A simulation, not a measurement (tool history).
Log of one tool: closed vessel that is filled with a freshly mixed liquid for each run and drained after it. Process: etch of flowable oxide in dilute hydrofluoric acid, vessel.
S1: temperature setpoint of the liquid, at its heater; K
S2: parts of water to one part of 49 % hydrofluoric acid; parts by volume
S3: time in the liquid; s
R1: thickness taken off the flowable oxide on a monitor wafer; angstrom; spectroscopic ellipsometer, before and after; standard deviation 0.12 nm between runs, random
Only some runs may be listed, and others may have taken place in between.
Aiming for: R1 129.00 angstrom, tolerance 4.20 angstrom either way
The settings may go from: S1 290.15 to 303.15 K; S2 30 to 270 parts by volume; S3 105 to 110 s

run	hour	S1	S2	S3	R1
1	0.0	295.15	150	105	147.47
2	2.5	297.15	150	105	157.55
3	7.5	296.15	150	105	153.06
4	13.2	295.65	150	105	152.83
5	19.1	295.65	150	105	151.90
6	25.3	298.65	150	105	171.50
7	27.0	297.65	150	105	162.38
8	33.1	296.65	150	105	155.95
9	37.0	296.15	150	105	153.19
10	40.5	295.65	150	105	151.60
11	45.0	295.15	150	105	147.66
12	49.9	294.65	150	105	143.11
13	51.6	294.15	150	105	140.87
14	58.4	293.65	150	105	139.71
15	63.2	293.15	150	105	138.99
16	71.3	292.65	150	105	133.97

Which of these 5 next moves meets every target?
A	79.4	290.15	150	105	?
B	79.4	290.15	130	105	?
C	79.4	292.15	160	110	?
D	79.4	290.65	135	105	?
E	79.4	290.65	140	110	?

move	R1
A	121.50
B	142.98
C	128.13
D	139.86
E	140.58
A: takes the biggest miss from the last run beyond its target
B: further off than the last run
C: hits every target within its allowed miss
D: further off than the last run
E: further off than the last run
Answer: C

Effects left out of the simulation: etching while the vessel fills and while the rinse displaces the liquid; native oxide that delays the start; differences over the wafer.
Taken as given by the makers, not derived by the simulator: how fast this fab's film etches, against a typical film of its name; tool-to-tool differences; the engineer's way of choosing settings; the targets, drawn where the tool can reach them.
